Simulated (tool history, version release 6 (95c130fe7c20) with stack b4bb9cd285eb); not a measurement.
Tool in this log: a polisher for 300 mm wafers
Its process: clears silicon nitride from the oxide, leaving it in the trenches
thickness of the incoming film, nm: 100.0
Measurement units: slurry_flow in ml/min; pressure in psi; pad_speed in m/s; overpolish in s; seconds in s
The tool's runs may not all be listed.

{"run": 1, "hour": 0.0, "slurry_flow": 175, "pressure": 3.0, "pad_speed": 1.18, "overpolish": 17, "seconds": 112.05}
{"run": 2, "hour": 8.4, "slurry_flow": 175, "pressure": 3.0, "pad_speed": 1.06, "overpolish": 17, "seconds": 123.47}
{"run": 3, "hour": 14.6, "slurry_flow": 175, "pressure": 2.8, "pad_speed": 1.06, "overpolish": 17, "seconds": 135.43}
{"run": 4, "hour": 22.4, "slurry_flow": 175, "pressure": 2.8, "pad_speed": 1.3, "overpolish": 17, "seconds": 112.97}
{"run": 5, "hour": 26.2, "slurry_flow": 175, "pressure": 2.6, "pad_speed": 1.3, "overpolish": 17, "seconds": 122.16}
{"run": 6, "hour": 33.9, "slurry_flow": 175, "pressure": 2.4, "pad_speed": 1.3, "overpolish": 17, "seconds": 134.82}
{"run": 7, "hour": 34.9, "slurry_flow": 175, "pressure": 2.3, "pad_speed": 1.3, "overpolish": 17, "seconds": 137.19}
{"run": 8, "hour": 38.4, "slurry_flow": 175, "pressure": 2.2, "pad_speed": 1.3, "overpolish": 17, "seconds": 142.93}
{"run": 9, "hour": 39.8, "slurry_flow": 175, "pressure": 2.1, "pad_speed": 1.3, "overpolish": 17, "seconds": 150.96}
{"run": 10, "hour": 43.2, "slurry_flow": 170, "pressure": 1.4, "pad_speed": 1.26, "overpolish": 17, "seconds": 226.34}
{"run": 11, "hour": 48.7, "slurry_flow": 175, "pressure": 1.4, "pad_speed": 1.26, "overpolish": 17, "seconds": 223.7}
{"run": 12, "hour": 55.9, "slurry_flow": 190, "pressure": 1.7, "pad_speed": 1.26, "overpolish": 17, "seconds": 187.89}

Run 13 comes next. What will it give?
{"run": 13, "hour": 59.0, "slurry_flow": 185, "pressure": 1.7, "pad_speed": 1.26, "overpolish": 17, "seconds": "?"}

{"run 13": {"seconds": 184.13}}

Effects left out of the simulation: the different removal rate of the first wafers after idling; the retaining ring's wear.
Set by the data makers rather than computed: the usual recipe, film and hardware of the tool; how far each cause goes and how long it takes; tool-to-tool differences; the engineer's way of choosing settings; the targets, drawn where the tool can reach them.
